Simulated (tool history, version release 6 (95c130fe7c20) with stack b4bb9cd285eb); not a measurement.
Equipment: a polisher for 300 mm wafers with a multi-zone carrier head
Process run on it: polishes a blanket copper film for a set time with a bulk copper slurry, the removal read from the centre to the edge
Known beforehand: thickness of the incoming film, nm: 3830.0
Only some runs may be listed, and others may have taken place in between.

run,hour,flow of slurry (ml/min),pressure of the head's centre zone,pressure of the head's middle zone,pressure of the head's edge zone,abrasive content of the slurry,polishing time (s),film removed at the wafer's centre (nm),film removed at mid-radius (nm),film removed at the wafer's edge (nm)
1,0,175,1,1,1,1,30,237.78,236.8,227.13
2,1.8,175,1,1,0.96,1,30,235.63,236.29,223.82
3,6.8,175,0.92,1,0.96,1,30,220.88,228.59,228.55
4,10.8,175,0.92,1,0.96,1.15,30,230.41,240.36,239.11
5,15.7,215,0.92,1,0.96,1.15,30,233.36,255.09,236.2
6,20.9,195,0.94,0.99,0.97,1.25,32,260.61,266.76,263.92

What will run 7 give?
7,24.9,185,0.96,0.99,0.98,1.3,33,?,?,?

film removed at the wafer's centre (nm): 275.94
film removed at mid-radius (nm): 278.13
film removed at the wafer's edge (nm): 276.28

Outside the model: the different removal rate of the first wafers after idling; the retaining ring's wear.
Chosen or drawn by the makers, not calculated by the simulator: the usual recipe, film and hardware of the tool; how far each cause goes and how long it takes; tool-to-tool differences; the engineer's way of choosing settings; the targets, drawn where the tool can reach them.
